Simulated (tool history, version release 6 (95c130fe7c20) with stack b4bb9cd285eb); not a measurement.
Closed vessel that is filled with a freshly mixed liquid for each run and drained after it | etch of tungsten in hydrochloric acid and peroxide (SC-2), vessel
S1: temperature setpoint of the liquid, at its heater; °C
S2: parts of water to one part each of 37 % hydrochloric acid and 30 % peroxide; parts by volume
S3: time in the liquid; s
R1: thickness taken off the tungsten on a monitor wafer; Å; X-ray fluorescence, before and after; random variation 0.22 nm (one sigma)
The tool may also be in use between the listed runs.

run  hour    S1   S2   S3      R1
  1   0.0  57.0  7.0  120  511.38
  2   5.5  57.0  8.0  120  461.41
  3   6.3  55.5  8.0  120  422.38
  4  13.0  55.5  6.5  120  490.06
  5  19.7  55.5  6.5  120  489.75
  6  20.7  54.0  6.5  120  450.36

Forecast run 7:
  7  24.0  52.5  6.5  120   ?

Run 7 gave R1 406.40 Å.
